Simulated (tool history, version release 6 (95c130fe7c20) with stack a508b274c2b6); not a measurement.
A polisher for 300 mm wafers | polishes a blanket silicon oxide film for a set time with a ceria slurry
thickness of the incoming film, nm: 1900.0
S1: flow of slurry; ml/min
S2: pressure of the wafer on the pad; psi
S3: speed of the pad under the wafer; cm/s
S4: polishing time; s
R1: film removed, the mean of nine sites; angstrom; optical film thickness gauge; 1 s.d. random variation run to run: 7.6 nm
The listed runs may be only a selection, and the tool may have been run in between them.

run	hour	S1	S2	S3	S4	R1
1	0	275	3	130	114	6438.2
2	8.3	275	3	104	114	5227.1
3	15.6	210	3	104	114	5088.2
4	16.7	210	2.6	104	114	4516.3
5	17.7	220	3	114	114	5638.4
6	26.6	220	3.3	120	114	6389.4
7	28.9	260	4.1	156	114	10168
8	30.9	260	4.2	158	114	10409
9	34.7	260	4.3	160	114	10805
10	36.5	265	4.4	162	114	11171

What does the tool deliver on the next run?
11	40.7	265	4.4	164	114	?

R1: 11290 angstrom
